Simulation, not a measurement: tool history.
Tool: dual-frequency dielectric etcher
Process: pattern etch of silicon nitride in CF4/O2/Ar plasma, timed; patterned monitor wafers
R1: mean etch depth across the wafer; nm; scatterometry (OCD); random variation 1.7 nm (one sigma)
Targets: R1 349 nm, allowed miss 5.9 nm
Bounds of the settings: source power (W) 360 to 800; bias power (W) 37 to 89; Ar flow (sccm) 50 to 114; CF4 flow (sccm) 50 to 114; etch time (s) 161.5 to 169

run 1 day=0 | source_power_(W)=580 bias_power_(W)=63 Ar_flow_(sccm)=82 CF4_flow_(sccm)=82 etch_time_(s)=161.5 | R1=387.63
run 2 day=0.25 | source_power_(W)=560 bias_power_(W)=63 Ar_flow_(sccm)=82 CF4_flow_(sccm)=82 etch_time_(s)=161.5 | R1=379.41
run 3 day=0.308 | source_power_(W)=540 bias_power_(W)=63 Ar_flow_(sccm)=82 CF4_flow_(sccm)=82 etch_time_(s)=161.5 | R1=369.82
run 4 day=0.558 | source_power_(W)=540 bias_power_(W)=63 Ar_flow_(sccm)=92 CF4_flow_(sccm)=82 etch_time_(s)=161.5 | R1=362.14
run 5 day=0.854 | source_power_(W)=590 bias_power_(W)=63 Ar_flow_(sccm)=92 CF4_flow_(sccm)=82 etch_time_(s)=161.5 | R1=385.73
run 6 day=1.15 | source_power_(W)=590 bias_power_(W)=63 Ar_flow_(sccm)=92 CF4_flow_(sccm)=82 etch_time_(s)=169 | R1=401.79
run 7 day=1.238 | source_power_(W)=550 bias_power_(W)=63 Ar_flow_(sccm)=92 CF4_flow_(sccm)=82 etch_time_(s)=169 | R1=384.05
run 8 day=1.3 | source_power_(W)=530 bias_power_(W)=63 Ar_flow_(sccm)=92 CF4_flow_(sccm)=82 etch_time_(s)=169 | R1=374.94
-- day=1.392 Ar flow controller replaced
run 9 day=1.392 | source_power_(W)=510 bias_power_(W)=63 Ar_flow_(sccm)=92 CF4_flow_(sccm)=82 etch_time_(s)=169 | R1=369.7
run 10 day=1.738 | source_power_(W)=490 bias_power_(W)=63 Ar_flow_(sccm)=92 CF4_flow_(sccm)=82 etch_time_(s)=169 | R1=362.57
run 11 day=1.771 | source_power_(W)=480 bias_power_(W)=63 Ar_flow_(sccm)=92 CF4_flow_(sccm)=82 etch_time_(s)=169 | R1=358.6

4 next moves are on the table. One of them brings every result within its allowed miss. Which?
run A day=1.804 | source_power_(W)=440 bias_power_(W)=77 Ar_flow_(sccm)=69 CF4_flow_(sccm)=86 etch_time_(s)=162.5 | R1=?
run B day=1.804 | source_power_(W)=540 bias_power_(W)=60 Ar_flow_(sccm)=91 CF4_flow_(sccm)=90 etch_time_(s)=164.5 | R1=?
run C day=1.804 | source_power_(W)=470 bias_power_(W)=63 Ar_flow_(sccm)=89 CF4_flow_(sccm)=85 etch_time_(s)=166 | R1=?
run D day=1.804 | source_power_(W)=480 bias_power_(W)=67 Ar_flow_(sccm)=85 CF4_flow_(sccm)=78 etch_time_(s)=167 | R1=?

move=A R1=379.43
move=B R1=368.56
move=C R1=351.02
move=D R1=369.34
A: further off than the last run
B: further off than the last run
C: meets every target
D: further off than the last run
The right move is C.

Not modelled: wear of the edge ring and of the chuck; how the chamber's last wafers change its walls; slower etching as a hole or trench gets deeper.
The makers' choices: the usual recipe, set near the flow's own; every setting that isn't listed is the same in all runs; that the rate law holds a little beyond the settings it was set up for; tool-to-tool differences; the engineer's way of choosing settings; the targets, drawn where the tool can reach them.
